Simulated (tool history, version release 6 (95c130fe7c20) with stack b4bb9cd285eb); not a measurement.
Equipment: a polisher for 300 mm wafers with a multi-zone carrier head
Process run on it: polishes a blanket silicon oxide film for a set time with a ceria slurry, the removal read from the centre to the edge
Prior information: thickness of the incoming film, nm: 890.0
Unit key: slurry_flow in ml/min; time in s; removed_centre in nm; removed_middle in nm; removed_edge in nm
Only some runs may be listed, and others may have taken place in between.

run,day,slurry_flow,centre_zone,middle_zone,edge_zone,time,removed_centre,removed_middle,removed_edge
1,0,165,1,1,1,66,275.15,275.03,275.84
2,0.117,165,1,0.95,1,66,271.74,258.5,274.9
3,0.2,165,1,1.03,1,66,273.89,281.44,273.94
4,0.525,165,1,1.09,1,66,270.21,291.88,268.38
5,0.621,160,0.98,1.08,0.99,63,251.11,279.2,257.31
6,0.767,155,0.97,1.07,0.98,60,240.6,259.21,245.49
7,0.929,150,0.95,1.07,0.98,58,225.2,252.65,234.79
8,1.104,150,0.95,1.07,0.98,58,227.04,251.64,231.95
9,1.458,150,0.95,1.07,0.98,58,225.04,253.08,232.59
10,1.692,145,0.94,1.06,0.98,56,216.86,239.37,225.27
11,1.788,140,0.93,1.06,0.99,54,205.38,227.69,219.36
12,2.046,135,0.92,1.06,0.99,53,195.95,228.43,213.66

Forecast run 13:
13,2.283,130,0.91,1.05,0.99,52,?,?,?

For run 13 the tool returned removed_centre 188.25 nm, removed_middle 222.18 nm, removed_edge 209.13 nm.
